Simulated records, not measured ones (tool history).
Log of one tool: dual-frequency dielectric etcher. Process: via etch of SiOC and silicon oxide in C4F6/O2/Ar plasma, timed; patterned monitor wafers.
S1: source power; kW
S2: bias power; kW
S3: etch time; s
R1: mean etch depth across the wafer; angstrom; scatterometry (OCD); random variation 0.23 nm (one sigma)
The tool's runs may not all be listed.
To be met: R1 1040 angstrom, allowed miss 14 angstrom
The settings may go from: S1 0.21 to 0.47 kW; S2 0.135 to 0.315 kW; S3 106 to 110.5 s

run 1 hour=0 | S1=0.34 S2=0.225 S3=106 | R1=1234.7
run 2 hour=1.2 | S1=0.38 S2=0.225 S3=106 | R1=1290.2
run 3 hour=10.1 | S1=0.36 S2=0.225 S3=106 | R1=1262.8
run 4 hour=13.4 | S1=0.34 S2=0.221 S3=106 | R1=1232.9
run 5 hour=18.7 | S1=0.32 S2=0.216 S3=106 | R1=1196.8
run 6 hour=26.2 | S1=0.31 S2=0.212 S3=106 | R1=1177.4
run 7 hour=32.7 | S1=0.31 S2=0.212 S3=106 | R1=1181.4
run 8 hour=40.4 | S1=0.25 S2=0.193 S3=106 | R1=1056.7

Which of these 4 next moves meets every target?
run A hour=48.1 | S1=0.25 S2=0.18 S3=110 | R1=?
run B hour=48.1 | S1=0.24 S2=0.178 S3=108.5 | R1=?
run C hour=48.1 | S1=0.25 S2=0.183 S3=109.5 | R1=?
run D hour=48.1 | S1=0.22 S2=0.222 S3=107.5 | R1=?

move=A R1=1079.7
move=B R1=1045.9
move=C R1=1079.5
move=D R1=1067
A: further off than the last run
B: meets every target
C: further off than the last run
D: further off than the last run
Move B is the one to make.
